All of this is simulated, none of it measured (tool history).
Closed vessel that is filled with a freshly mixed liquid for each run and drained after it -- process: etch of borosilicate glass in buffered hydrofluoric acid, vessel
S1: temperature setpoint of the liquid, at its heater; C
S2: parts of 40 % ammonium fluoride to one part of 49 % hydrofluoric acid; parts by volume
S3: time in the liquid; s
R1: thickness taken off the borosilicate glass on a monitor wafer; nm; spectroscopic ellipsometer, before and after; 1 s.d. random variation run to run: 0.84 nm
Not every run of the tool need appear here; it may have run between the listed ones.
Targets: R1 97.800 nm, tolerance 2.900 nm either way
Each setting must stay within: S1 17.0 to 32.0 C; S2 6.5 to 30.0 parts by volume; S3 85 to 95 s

| run | day | S1 | S2 | S3 | R1 |
|---|---|---|---|---|---|
| 1 | 0.000 | 24.0 | 18.5 | 85 | 59.854 |
| 2 | 0.279 | 21.5 | 18.5 | 85 | 52.994 |
| 3 | 0.392 | 21.5 | 18.5 | 85 | 52.560 |
| 4 | 0.529 | 22.5 | 18.5 | 85 | 56.456 |
| 5 | 0.783 | 22.5 | 18.5 | 85 | 55.683 |
| 6 | 1.121 | 23.5 | 18.5 | 85 | 59.713 |
| 7 | 1.425 | 24.5 | 18.5 | 85 | 61.881 |
| 8 | 1.488 | 25.5 | 18.5 | 85 | 65.131 |
| 9 | 1.850 | 26.0 | 18.5 | 85 | 67.591 |
| 10 | 2.192 | 26.5 | 18.5 | 85 | 69.311 |
| 11 | 2.454 | 27.0 | 18.5 | 85 | 72.001 |

Which one of the following 5 next-run settings gets every result inside its allowed miss? There is exactly one.
| A | 2.717 | 28.5 | 14.5 | 90 | ? |
| B | 2.717 | 30.0 | 16.5 | 95 | ? |
| C | 2.717 | 29.0 | 15.0 | 90 | ? |
| D | 2.717 | 32.0 | 19.5 | 95 | ? |
| E | 2.717 | 31.0 | 16.5 | 90 | ? |

| move | R1 |
|---|---|
| A | 102.710 |
| B | 103.190 |
| C | 101.960 |
| D | 97.036 |
| E | 102.950 |
A: the result that was furthest off in the last run now lies on the other side of its target
B: the result that was furthest off in the last run now lies on the other side of its target
C: the result that was furthest off in the last run now lies on the other side of its target
D: each result inside its tolerance
E: the result that was furthest off in the last run now lies on the other side of its target
Answer: D
